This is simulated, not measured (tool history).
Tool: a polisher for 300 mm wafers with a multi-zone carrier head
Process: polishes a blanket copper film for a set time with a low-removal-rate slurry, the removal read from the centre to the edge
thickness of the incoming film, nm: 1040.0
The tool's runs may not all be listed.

| run | hour | flow of slurry (ml/min) | pressure of the head's centre zone | pressure of the head's middle zone | pressure of the head's edge zone | abrasive content of the slurry | polishing time (s) | film removed at the wafer's centre (angstrom) | film removed at mid-radius (angstrom) | film removed at the wafer's edge (angstrom) |
|---|---|---|---|---|---|---|---|---|---|---|
| 1 | 0.0 | 305 | 1.00 | 1.00 | 1.00 | 1.00 | 77 | 2499.1 | 2408.7 | 2432.0 |
| 2 | 6.3 | 305 | 1.00 | 1.00 | 1.00 | 0.90 | 77 | 2439.9 | 2433.7 | 2360.9 |
| 3 | 13.6 | 315 | 0.99 | 1.05 | 1.00 | 1.00 | 83 | 2669.9 | 2748.5 | 2603.6 |
| 4 | 21.5 | 315 | 1.05 | 1.05 | 1.00 | 1.00 | 83 | 2785.6 | 2788.1 | 2598.2 |
| 5 | 24.6 | 320 | 1.04 | 1.08 | 1.02 | 1.10 | 87 | 3038.9 | 3130.5 | 2778.2 |
| 6 | 29.6 | 320 | 1.01 | 1.08 | 1.05 | 1.20 | 90 | 2931.4 | 3180.7 | 3003.7 |
| 7 | 33.0 | 325 | 1.03 | 1.10 | 1.07 | 1.25 | 92 | 3188.4 | 3355.7 | 3094.5 |

The next listed run, before its measurement:
| 8 | 37.8 | 325 | 1.03 | 1.12 | 1.08 | 1.30 | 94 | ? | ? | ? |

{"run 8": {"film removed at the wafer's centre (angstrom)": 3191.1, "film removed at mid-radius (angstrom)": 3521.0, "film removed at the wafer's edge (angstrom)": 3218.5}}
